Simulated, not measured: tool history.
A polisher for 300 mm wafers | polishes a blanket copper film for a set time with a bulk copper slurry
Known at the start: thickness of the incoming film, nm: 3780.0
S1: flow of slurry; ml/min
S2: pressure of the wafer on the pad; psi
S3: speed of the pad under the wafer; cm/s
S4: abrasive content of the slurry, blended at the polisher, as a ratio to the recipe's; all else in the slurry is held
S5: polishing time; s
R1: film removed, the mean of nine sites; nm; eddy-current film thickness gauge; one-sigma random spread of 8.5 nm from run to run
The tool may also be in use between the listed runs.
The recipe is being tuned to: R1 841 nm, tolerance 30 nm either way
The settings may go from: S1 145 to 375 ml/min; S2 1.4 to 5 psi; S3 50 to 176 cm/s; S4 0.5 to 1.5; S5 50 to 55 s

run,hour,S1,S2,S3,S4,S5,R1
1,0,240,3.2,112,1,55,679.9
2,0.5,240,3.2,86,1,55,529.02
3,2.8,240,3.2,104,1,55,641.04
4,9.8,240,3.7,104,1,55,730.92
5,13,240,3.7,104,1.1,55,761.39
6,14.8,240,3.7,104,1.1,55,743.31
7,15.5,240,3.8,104,1.1,55,760.31
8,17.3,240,3.9,104,1.1,55,775.17
9,23.1,240,4,104,1.1,55,816.75

Exercise: of the 4 proposed moves below, exactly one satisfies all targets within the stated allowed misses. Which move is it?
A,28.9,230,3.9,106,1.3,52,?
B,28.9,210,3.9,122,1.25,50,?
C,28.9,205,3.5,126,1.05,52,?
D,28.9,225,3.8,118,1.1,50,?

move,R1
A,773.54
B,834.42
C,778.54
D,773.52
A: moves away from the targets compared with the last run
B: every result within its allowed miss
C: moves away from the targets compared with the last run
D: moves away from the targets compared with the last run
Answer: B
